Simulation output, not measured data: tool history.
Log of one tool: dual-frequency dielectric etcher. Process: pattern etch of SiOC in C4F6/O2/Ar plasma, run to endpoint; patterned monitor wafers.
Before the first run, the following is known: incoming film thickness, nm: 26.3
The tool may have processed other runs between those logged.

run    day  bias power (kW)  source power (kW)  endpoint time (s)
  1  0.000            0.358              0.320             10.665
  2  0.275            0.382              0.320             10.508
  3  0.608            0.407              0.320             10.218
  4  0.846            0.359              0.320             10.661
  5  0.946            0.359              0.280             11.206
  6  1.121            0.385              0.280             10.727

Run 7 comes next. What will it give?
  7  1.375            0.385              0.280                  ?

endpoint time (s): 10.688
